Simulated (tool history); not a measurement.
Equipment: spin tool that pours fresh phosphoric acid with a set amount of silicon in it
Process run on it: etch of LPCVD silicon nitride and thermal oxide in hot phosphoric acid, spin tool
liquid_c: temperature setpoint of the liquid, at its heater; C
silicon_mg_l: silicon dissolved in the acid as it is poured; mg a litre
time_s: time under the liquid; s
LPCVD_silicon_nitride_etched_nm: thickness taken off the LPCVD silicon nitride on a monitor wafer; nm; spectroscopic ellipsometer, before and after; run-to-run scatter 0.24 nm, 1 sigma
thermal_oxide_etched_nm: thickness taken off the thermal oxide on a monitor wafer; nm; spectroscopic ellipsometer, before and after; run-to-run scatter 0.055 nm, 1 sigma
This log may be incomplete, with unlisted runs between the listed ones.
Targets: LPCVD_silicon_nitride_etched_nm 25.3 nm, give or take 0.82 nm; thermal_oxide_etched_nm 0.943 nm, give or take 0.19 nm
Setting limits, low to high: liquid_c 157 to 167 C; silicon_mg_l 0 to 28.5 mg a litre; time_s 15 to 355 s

| run | day | liquid_c | silicon_mg_l | time_s | LPCVD_silicon_nitride_etched_nm | thermal_oxide_etched_nm |
|---|---|---|---|---|---|---|
| 1 | 0 | 162 | 12.5 | 180 | 16.517 | 0.45671 |
| 2 | 0.104 | 160 | 12.5 | 180 | 15.133 | 0.3631 |
| 3 | 0.208 | 161.5 | 11.5 | 195 | 17.528 | 0.49051 |
| 4 | 0.329 | 162.5 | 11.5 | 205 | 18.742 | 0.50365 |
| 5 | 0.688 | 162.5 | 11.5 | 245 | 23.007 | 0.68511 |
| 6 | 0.729 | 162.5 | 11.5 | 170 | 15.651 | 0.38542 |
| 7 | 1.096 | 163 | 8 | 195 | 18.302 | 0.57361 |
| 8 | 1.296 | 163.5 | 7.5 | 210 | 19.949 | 0.66287 |
| 9 | 1.667 | 164 | 7.5 | 220 | 21.754 | 0.61545 |
| 10 | 1.925 | 164 | 5.5 | 230 | 22.104 | 0.74799 |
| 11 | 2.175 | 164.5 | 4.5 | 235 | 23.622 | 0.78699 |
| 12 | 2.283 | 166 | 0 | 235 | 24.608 | 0.98356 |
| 13 | 2.45 | 166 | 0.5 | 235 | 24.363 | 0.99542 |
| 14 | 2.8 | 166 | 1.5 | 235 | 24.599 | 0.96372 |
| 15 | 2.95 | 166 | 2 | 235 | 24.351 | 1.0582 |

Exactly one of the 5 candidate moves below puts every result within its allowed miss. Which one?
| A | 3.1 | 161.5 | 0 | 265 | ? | ? |
| B | 3.1 | 167 | 0 | 215 | ? | ? |
| C | 3.1 | 164.5 | 0 | 255 | ? | ? |
| D | 3.1 | 164 | 5 | 235 | ? | ? |
| E | 3.1 | 164.5 | 11.5 | 235 | ? | ? |

| move | LPCVD_silicon_nitride_etched_nm | thermal_oxide_etched_nm |
|---|---|---|
| A | 23.738 | 0.7563 |
| B | 23.084 | 0.91509 |
| C | 25.229 | 0.90616 |
| D | 22.871 | 0.73209 |
| E | 23.251 | 0.66048 |
A: further off than the last run
B: further off than the last run
C: every result lands within tolerance
D: further off than the last run
E: further off than the last run
Move C is the one to make.
